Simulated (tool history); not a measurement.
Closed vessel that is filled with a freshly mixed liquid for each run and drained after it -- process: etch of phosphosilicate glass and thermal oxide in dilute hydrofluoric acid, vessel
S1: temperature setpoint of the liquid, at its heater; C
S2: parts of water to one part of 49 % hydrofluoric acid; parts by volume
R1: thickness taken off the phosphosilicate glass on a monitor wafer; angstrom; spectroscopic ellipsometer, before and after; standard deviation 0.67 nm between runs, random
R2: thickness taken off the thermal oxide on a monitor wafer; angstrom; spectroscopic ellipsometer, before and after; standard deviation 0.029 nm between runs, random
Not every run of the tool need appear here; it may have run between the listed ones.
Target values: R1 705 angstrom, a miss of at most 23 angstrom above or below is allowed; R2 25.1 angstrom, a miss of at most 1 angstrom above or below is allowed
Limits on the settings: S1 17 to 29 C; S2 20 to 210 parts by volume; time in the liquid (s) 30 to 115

Run 1, day 0: S1 21 C, S2 115 parts by volume, time in the liquid (s) 60. Result: R1 579.94 angstrom, R2 20.55 angstrom.
Run 2, day 0.35: S1 21.5 C, S2 115 parts by volume, time in the liquid (s) 60. Result: R1 590.77 angstrom, R2 21.293 angstrom.
Run 3, day 0.404: S1 22 C, S2 115 parts by volume, time in the liquid (s) 60. Result: R1 585.38 angstrom, R2 21.125 angstrom.
Run 4, day 0.762: S1 19 C, S2 115 parts by volume, time in the liquid (s) 60. Result: R1 535.27 angstrom, R2 19.278 angstrom.
Run 5, day 1.071: S1 20 C, S2 115 parts by volume, time in the liquid (s) 60. Result: R1 554.89 angstrom, R2 19.761 angstrom.
Run 6, day 1.208: S1 21.5 C, S2 115 parts by volume, time in the liquid (s) 60. Result: R1 591.8 angstrom, R2 20.482 angstrom.
Run 7, day 1.308: S1 21.5 C, S2 110 parts by volume, time in the liquid (s) 60. Result: R1 619.09 angstrom, R2 21.762 angstrom.
Run 8, day 1.692: S1 22 C, S2 110 parts by volume, time in the liquid (s) 60. Result: R1 628.5 angstrom, R2 22.505 angstrom.
Run 9, day 1.979: S1 22.5 C, S2 110 parts by volume, time in the liquid (s) 60. Result: R1 631.77 angstrom, R2 22.685 angstrom.
Run 10, day 2.233: S1 23 C, S2 110 parts by volume, time in the liquid (s) 60. Result: R1 658.54 angstrom, R2 22.931 angstrom.

Pick the move, out of 4, that brings all results within their allowed miss; only one does.
Run A, day 2.488: S1 23.5 C, S2 105 parts by volume, time in the liquid (s) 60. Result: R1 ?, R2 ?.
Run B, day 2.488: S1 28.5 C, S2 130 parts by volume, time in the liquid (s) 70. Result: R1 ?, R2 ?.
Run C, day 2.488: S1 24 C, S2 135 parts by volume, time in the liquid (s) 65. Result: R1 ?, R2 ?.
Run D, day 2.488: S1 22 C, S2 90 parts by volume, time in the liquid (s) 60. Result: R1 ?, R2 ?.

move      R1      R2
   A  716.45  24.906
   B   792.7  27.557
   C  594.11  20.653
   D  801.28  27.855
A: all results land within tolerance of their targets
B: pushes the last run's worst result past its target
C: moves away from the targets compared with the last run
D: pushes the last run's worst result past its target
The right move is A.

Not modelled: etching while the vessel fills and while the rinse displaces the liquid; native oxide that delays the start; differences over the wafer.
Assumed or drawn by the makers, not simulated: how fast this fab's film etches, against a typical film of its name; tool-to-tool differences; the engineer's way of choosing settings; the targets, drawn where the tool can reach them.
